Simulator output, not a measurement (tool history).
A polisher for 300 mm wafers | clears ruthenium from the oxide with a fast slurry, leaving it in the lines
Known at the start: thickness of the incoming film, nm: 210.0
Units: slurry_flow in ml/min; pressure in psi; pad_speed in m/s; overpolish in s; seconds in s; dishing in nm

run,day,slurry_flow,pressure,pad_speed,slurry_solids,overpolish,seconds,dishing
1,0,315,2.4,0.82,1,14,63.214,36.662
2,0.321,315,2.4,0.64,1,14,77.254,31.666
3,0.646,315,2.4,0.5,1,14,91.813,26.081
4,0.775,315,2.4,0.64,1,14,76.16,30.781
5,0.933,315,2.3,0.64,1,15,77.719,32.718
6,1.033,315,2.3,0.64,1.1,15,77.671,33.754
7,1.242,315,2.3,0.64,1.1,15,75.613,32.514
8,1.379,315,2.2,0.64,1.1,15,76.902,32.747
9,1.717,315,2.1,0.62,1.1,15,81.122,31.214
10,2,315,2,0.62,1.1,15,80.882,29.673

Forecast run 11:
11,2.188,315,1.9,0.6,1.1,16,?,?

{"run 11": {"seconds": 91.405, "dishing": 30.652}}

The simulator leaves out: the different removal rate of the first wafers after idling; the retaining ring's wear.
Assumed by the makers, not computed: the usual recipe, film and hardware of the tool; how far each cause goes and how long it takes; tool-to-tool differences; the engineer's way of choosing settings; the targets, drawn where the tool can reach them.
